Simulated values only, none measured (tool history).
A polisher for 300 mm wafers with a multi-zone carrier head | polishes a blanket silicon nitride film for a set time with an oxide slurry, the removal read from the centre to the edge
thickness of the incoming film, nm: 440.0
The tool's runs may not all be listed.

run    day  flow of slurry (ml/min)  pressure of the head's centre zone  pressure of the head's middle zone  pressure of the head's edge zone  abrasive content of the slurry  polishing time (s)  film removed at the wafer's centre (Å)  film removed at mid-radius (Å)  film removed at the wafer's edge (Å)
  1  0.000                      285                                1.00                                1.00                              1.00                             1.0                  58                                  276.48                          280.93                                282.50
  2  0.050                      285                                1.00                                1.00                              1.00                             1.0                  45                                  211.92                          216.82                                213.52
  3  0.408                      325                                1.00                                1.00                              1.00                             1.0                  45                                  215.25                          218.48                                224.17
  4  0.700                      325                                1.00                                1.00                              1.00                             1.0                  38                                  187.30                          188.18                                185.08
  5  0.783                      325                                1.00                                0.92                              1.00                             1.0                  38                                  180.62                          176.26                                185.82
  6  0.954                      330                                1.01                                0.97                              1.01                             1.1                  42                                  212.02                          211.32                                216.30

Forecast run 7:
  7  1.300                      340                                1.03                                1.00                              1.03                             1.2                  45                                       ?                               ?                                     ?

Run 7 gave film removed at the wafer's centre (Å) 238.97, film removed at mid-radius (Å) 234.53, film removed at the wafer's edge (Å) 238.95.

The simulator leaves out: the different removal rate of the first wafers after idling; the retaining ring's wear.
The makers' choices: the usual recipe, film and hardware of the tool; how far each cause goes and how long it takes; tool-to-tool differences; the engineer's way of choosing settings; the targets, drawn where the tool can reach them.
